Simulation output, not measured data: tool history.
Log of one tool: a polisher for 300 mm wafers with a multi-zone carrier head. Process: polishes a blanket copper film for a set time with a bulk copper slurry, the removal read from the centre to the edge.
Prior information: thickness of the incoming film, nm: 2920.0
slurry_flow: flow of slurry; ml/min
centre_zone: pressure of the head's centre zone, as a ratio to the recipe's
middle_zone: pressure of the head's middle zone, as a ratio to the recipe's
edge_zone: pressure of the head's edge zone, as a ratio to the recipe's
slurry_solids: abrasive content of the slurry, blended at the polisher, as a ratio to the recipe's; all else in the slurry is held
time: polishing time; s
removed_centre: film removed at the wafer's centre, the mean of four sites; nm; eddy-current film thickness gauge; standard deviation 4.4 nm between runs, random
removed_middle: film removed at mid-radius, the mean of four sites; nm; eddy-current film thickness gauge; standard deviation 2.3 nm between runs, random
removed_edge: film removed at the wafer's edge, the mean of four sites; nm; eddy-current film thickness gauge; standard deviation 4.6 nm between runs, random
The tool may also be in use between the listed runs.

{"run": 1, "hour": 0.0, "slurry_flow": 315, "centre_zone": 1.0, "middle_zone": 1.0, "edge_zone": 1.0, "slurry_solids": 1.0, "time": 40, "removed_centre": 231.26, "removed_middle": 239.91, "removed_edge": 242.74}
{"run": 2, "hour": 9.0, "slurry_flow": 315, "centre_zone": 1.0, "middle_zone": 1.0, "edge_zone": 1.02, "slurry_solids": 1.05, "time": 41, "removed_centre": 241.08, "removed_middle": 249.1, "removed_edge": 254.61}
{"run": 3, "hour": 10.2, "slurry_flow": 315, "centre_zone": 1.0, "middle_zone": 1.0, "edge_zone": 1.04, "slurry_solids": 1.1, "time": 41, "removed_centre": 247.76, "removed_middle": 252.08, "removed_edge": 258.4}
{"run": 4, "hour": 16.5, "slurry_flow": 315, "centre_zone": 1.0, "middle_zone": 1.0, "edge_zone": 1.04, "slurry_solids": 1.1, "time": 36, "removed_centre": 220.77, "removed_middle": 221.58, "removed_edge": 230.05}
{"run": 5, "hour": 18.1, "slurry_flow": 315, "centre_zone": 1.07, "middle_zone": 1.0, "edge_zone": 1.04, "slurry_solids": 1.1, "time": 36, "removed_centre": 235.09, "removed_middle": 219.55, "removed_edge": 228.0}
{"run": 6, "hour": 24.8, "slurry_flow": 315, "centre_zone": 1.07, "middle_zone": 1.0, "edge_zone": 1.04, "slurry_solids": 1.25, "time": 36, "removed_centre": 247.89, "removed_middle": 227.72, "removed_edge": 234.2}

Forecast run 7:
{"run": 7, "hour": 28.1, "slurry_flow": 315, "centre_zone": 1.06, "middle_zone": 0.99, "edge_zone": 1.06, "slurry_solids": 1.3, "time": 37, "removed_centre": "?", "removed_middle": "?", "removed_edge": "?"}

{"run 7": {"removed_centre": 248.34, "removed_middle": 232.42, "removed_edge": 246.68}}
